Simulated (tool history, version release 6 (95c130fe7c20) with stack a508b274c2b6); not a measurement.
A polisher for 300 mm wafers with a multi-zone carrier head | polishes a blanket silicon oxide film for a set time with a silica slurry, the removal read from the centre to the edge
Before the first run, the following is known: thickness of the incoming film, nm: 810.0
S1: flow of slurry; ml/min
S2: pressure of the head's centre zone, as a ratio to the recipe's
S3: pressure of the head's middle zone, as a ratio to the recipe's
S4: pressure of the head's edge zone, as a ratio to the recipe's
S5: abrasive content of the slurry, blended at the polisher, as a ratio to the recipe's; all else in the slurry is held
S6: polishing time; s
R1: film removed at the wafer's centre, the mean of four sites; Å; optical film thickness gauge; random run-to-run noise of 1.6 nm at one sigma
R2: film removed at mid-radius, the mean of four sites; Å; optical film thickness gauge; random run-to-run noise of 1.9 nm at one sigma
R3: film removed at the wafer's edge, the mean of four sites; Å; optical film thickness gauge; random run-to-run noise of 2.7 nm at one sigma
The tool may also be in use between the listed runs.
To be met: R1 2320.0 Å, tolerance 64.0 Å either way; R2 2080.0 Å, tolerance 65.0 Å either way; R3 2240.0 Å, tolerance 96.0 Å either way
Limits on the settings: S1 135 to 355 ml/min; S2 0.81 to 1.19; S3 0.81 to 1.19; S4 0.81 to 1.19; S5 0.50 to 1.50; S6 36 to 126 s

{"run": 1, "day": 0.0, "S1": 225, "S2": 1.0, "S3": 1.0, "S4": 1.0, "S5": 1.0, "S6": 81, "R1": 2677.8, "R2": 2678.0, "R3": 2573.7}
{"run": 2, "day": 0.312, "S1": 215, "S2": 0.99, "S3": 0.96, "S4": 0.98, "S5": 0.95, "S6": 81, "R1": 2576.1, "R2": 2528.7, "R3": 2495.9}
{"run": 3, "day": 0.608, "S1": 210, "S2": 0.99, "S3": 0.93, "S4": 0.97, "S5": 0.9, "S6": 81, "R1": 2539.5, "R2": 2428.8, "R3": 2433.6}
{"run": 4, "day": 0.779, "S1": 205, "S2": 0.99, "S3": 0.91, "S4": 0.96, "S5": 0.85, "S6": 81, "R1": 2468.7, "R2": 2292.3, "R3": 2391.7}
{"run": 5, "day": 1.088, "S1": 205, "S2": 0.99, "S3": 0.91, "S4": 0.96, "S5": 0.85, "S6": 96, "R1": 2932.8, "R2": 2773.5, "R3": 2863.0}
{"run": 6, "day": 1.296, "S1": 175, "S2": 0.99, "S3": 0.91, "S4": 0.96, "S5": 0.85, "S6": 96, "R1": 2875.4, "R2": 2767.6, "R3": 2844.2}
{"run": 7, "day": 1.508, "S1": 240, "S2": 0.98, "S3": 0.83, "S4": 0.92, "S5": 0.6, "S6": 88, "R1": 2430.4, "R2": 2137.8, "R3": 2283.4}
{"run": 8, "day": 1.729, "S1": 235, "S2": 0.98, "S3": 0.83, "S4": 0.92, "S5": 0.6, "S6": 88, "R1": 2425.3, "R2": 2090.7, "R3": 2306.9}
{"run": 9, "day": 1.867, "S1": 230, "S2": 0.98, "S3": 0.83, "S4": 0.91, "S5": 0.6, "S6": 88, "R1": 2428.0, "R2": 2145.2, "R3": 2263.7}
{"run": 10, "day": 2.208, "S1": 225, "S2": 0.97, "S3": 0.83, "S4": 0.91, "S5": 0.6, "S6": 88, "R1": 2381.0, "R2": 2088.4, "R3": 2299.1}
{"run": 11, "day": 2.579, "S1": 225, "S2": 0.97, "S3": 0.83, "S4": 0.9, "S5": 0.6, "S6": 88, "R1": 2433.2, "R2": 2094.4, "R3": 2295.1}
{"run": 12, "day": 2.842, "S1": 225, "S2": 0.97, "S3": 0.84, "S4": 0.9, "S5": 0.6, "S6": 88, "R1": 2391.0, "R2": 2117.5, "R3": 2302.4}

Exercise: of the 4 proposed moves below, exactly one satisfies all targets within the stated allowed misses. Which move is it?
{"run": "A", "day": 3.104, "S1": 185, "S2": 0.97, "S3": 0.84, "S4": 0.91, "S5": 0.7, "S6": 83, "R1": "?", "R2": "?", "R3": "?"}
{"run": "B", "day": 3.104, "S1": 230, "S2": 1.01, "S3": 0.82, "S4": 0.89, "S5": 0.7, "S6": 85, "R1": "?", "R2": "?", "R3": "?"}
{"run": "C", "day": 3.104, "S1": 170, "S2": 1.04, "S3": 0.86, "S4": 0.94, "S5": 0.55, "S6": 90, "R1": "?", "R2": "?", "R3": "?"}
{"run": "D", "day": 3.104, "S1": 215, "S2": 1.06, "S3": 0.83, "S4": 0.91, "S5": 0.55, "S6": 89, "R1": "?", "R2": "?", "R3": "?"}

move=A R1=2354.7 R2=2094.1 R3=2234.8
move=B R1=2528.4 R2=2138.6 R3=2299.4
move=C R1=2470.4 R2=2133.0 R3=2264.4
move=D R1=2527.9 R2=2087.0 R3=2243.5
A: each result inside its tolerance
B: moves away from the targets compared with the last run
C: moves away from the targets compared with the last run
D: moves away from the targets compared with the last run
Move A is the one to make.

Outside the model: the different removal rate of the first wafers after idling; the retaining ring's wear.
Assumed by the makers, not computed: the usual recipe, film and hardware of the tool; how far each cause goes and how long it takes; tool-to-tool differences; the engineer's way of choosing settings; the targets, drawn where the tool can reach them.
